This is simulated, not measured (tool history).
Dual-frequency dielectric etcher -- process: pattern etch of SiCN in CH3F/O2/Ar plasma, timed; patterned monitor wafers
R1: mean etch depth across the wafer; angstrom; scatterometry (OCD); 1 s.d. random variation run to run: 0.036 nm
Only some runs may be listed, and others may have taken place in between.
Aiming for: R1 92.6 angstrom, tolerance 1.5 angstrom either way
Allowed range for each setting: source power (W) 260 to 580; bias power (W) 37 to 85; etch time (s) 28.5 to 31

run 1 day=0 | source_power_(W)=420 bias_power_(W)=61 etch_time_(s)=31 | R1=104.65
run 2 day=0.304 | source_power_(W)=400 bias_power_(W)=60 etch_time_(s)=31 | R1=102.27
run 3 day=0.575 | source_power_(W)=380 bias_power_(W)=60 etch_time_(s)=31 | R1=100.13
run 4 day=0.754 | source_power_(W)=320 bias_power_(W)=60 etch_time_(s)=31 | R1=95.997
run 5 day=0.921 | source_power_(W)=320 bias_power_(W)=66 etch_time_(s)=31 | R1=97.733
run 6 day=1.1 | source_power_(W)=310 bias_power_(W)=66 etch_time_(s)=31 | R1=96.95
run 7 day=1.3 | source_power_(W)=300 bias_power_(W)=66 etch_time_(s)=31 | R1=95.938
run 8 day=1.325 | source_power_(W)=290 bias_power_(W)=66 etch_time_(s)=31 | R1=94.866
run 9 day=1.588 | source_power_(W)=290 bias_power_(W)=66 etch_time_(s)=31 | R1=94.852

Exercise: of the 5 proposed moves below, exactly one satisfies all targets within the stated allowed misses. Which move is it?
run A day=1.85 | source_power_(W)=310 bias_power_(W)=70 etch_time_(s)=30 | R1=?
run B day=1.85 | source_power_(W)=310 bias_power_(W)=62 etch_time_(s)=31 | R1=?
run C day=1.85 | source_power_(W)=260 bias_power_(W)=66 etch_time_(s)=30 | R1=?
run D day=1.85 | source_power_(W)=270 bias_power_(W)=68 etch_time_(s)=30.5 | R1=?
run E day=1.85 | source_power_(W)=280 bias_power_(W)=64 etch_time_(s)=30 | R1=?

move=A R1=95.224
move=B R1=94.852
move=C R1=88.672
move=D R1=92.01
move=E R1=89.823
A: its largest miss is bigger than the last run's
B: roughly where the last run was
C: takes the biggest miss from the last run beyond its target
D: hits every target within its allowed miss
E: takes the biggest miss from the last run beyond its target
D is the move that brings every result within its allowed miss.
